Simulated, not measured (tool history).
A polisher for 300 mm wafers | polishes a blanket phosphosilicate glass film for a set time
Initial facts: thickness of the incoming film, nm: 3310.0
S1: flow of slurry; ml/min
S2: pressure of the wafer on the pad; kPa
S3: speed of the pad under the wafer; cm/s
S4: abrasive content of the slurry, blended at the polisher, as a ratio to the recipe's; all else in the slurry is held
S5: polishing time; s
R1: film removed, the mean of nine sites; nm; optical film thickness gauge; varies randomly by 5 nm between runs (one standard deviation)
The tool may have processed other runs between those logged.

run,day,S1,S2,S3,S4,S5,R1
1,0.000,205,16.5,80,1.0,44,270.35
2,0.275,155,16.5,80,1.0,44,259.45
3,0.362,155,16.5,80,1.0,40,232.35
4,0.421,165,17.9,80,1.0,40,256.80
5,0.662,165,17.9,80,0.9,40,249.15
6,0.808,170,19.3,80,0.9,40,260.29
7,1.100,175,20.0,82,0.9,40,279.63
8,1.371,180,20.7,84,0.9,40,287.20
9,1.646,180,21.4,86,0.9,40,303.43

The next listed run, before its measurement:
10,1.858,185,22.1,88,0.9,40,?

{"run 10": {"R1": 316.87}}
